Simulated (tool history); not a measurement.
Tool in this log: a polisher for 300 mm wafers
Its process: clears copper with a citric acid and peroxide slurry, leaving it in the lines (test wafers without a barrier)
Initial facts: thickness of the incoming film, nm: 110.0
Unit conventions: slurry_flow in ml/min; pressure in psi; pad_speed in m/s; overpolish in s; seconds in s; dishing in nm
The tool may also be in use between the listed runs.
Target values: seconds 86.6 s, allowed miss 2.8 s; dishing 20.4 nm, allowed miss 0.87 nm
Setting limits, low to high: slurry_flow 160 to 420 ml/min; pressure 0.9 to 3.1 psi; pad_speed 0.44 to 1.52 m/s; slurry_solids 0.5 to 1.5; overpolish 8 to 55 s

| run | hour | slurry_flow | pressure | pad_speed | slurry_solids | overpolish | seconds | dishing |
|---|---|---|---|---|---|---|---|---|
| 1 | 0 | 270 | 2 | 0.98 | 1 | 28 | 78.602 | 26.133 |
| 2 | 6.5 | 310 | 2 | 0.98 | 1 | 28 | 76.573 | 25.998 |
| 3 | 12.9 | 305 | 1.9 | 0.98 | 1 | 27 | 78.818 | 24.035 |
| 4 | 14.7 | 265 | 1.9 | 0.98 | 1 | 27 | 79.894 | 24.532 |
| 5 | 15.4 | 265 | 1.9 | 0.76 | 1 | 27 | 101.79 | 19.385 |
| 6 | 20.5 | 265 | 1.9 | 0.58 | 1 | 27 | 130.34 | 15.441 |
| 7 | 27.7 | 265 | 2.2 | 0.58 | 1 | 26 | 120.63 | 16.299 |
| 8 | 31 | 270 | 2.5 | 0.6 | 1 | 25 | 110.78 | 17.657 |
| 9 | 34.9 | 275 | 2.7 | 0.64 | 1 | 24 | 97.341 | 18.801 |
| 10 | 39 | 280 | 2.8 | 0.64 | 1 | 24 | 92.857 | 19.199 |
| 11 | 41.4 | 280 | 2.8 | 0.64 | 1 | 24 | 94.414 | 19.499 |
| 12 | 42.9 | 285 | 2.9 | 0.64 | 1 | 24 | 91.691 | 19.342 |
| 13 | 47.7 | 285 | 3 | 0.64 | 1 | 24 | 90.681 | 20.256 |

Which single option among these 5 for the next run brings every result within its allowed miss of target? Just one does.
| A | 52.5 | 160 | 2.9 | 0.66 | 1 | 29 | ? | ? |
| B | 52.5 | 170 | 3.1 | 0.68 | 1 | 24 | ? | ? |
| C | 52.5 | 330 | 3 | 0.66 | 1 | 22 | ? | ? |
| D | 52.5 | 325 | 2.9 | 0.7 | 1.1 | 26 | ? | ? |
| E | 52.5 | 205 | 3.1 | 0.66 | 1.05 | 26 | ? | ? |

| move | seconds | dishing |
|---|---|---|
| A | 95.403 | 22.493 |
| B | 87.965 | 20.377 |
| C | 87.002 | 18.974 |
| D | 82.39 | 23.277 |
| E | 87.707 | 22.008 |
A: its largest miss is bigger than the last run's
B: each result inside its tolerance
C: the worst result of the last run now meets its target, but another is out of spec
D: carries the result that was furthest off beyond its target, to the other side
E: the worst result of the last run now meets its target, but another is out of spec
Answer: B
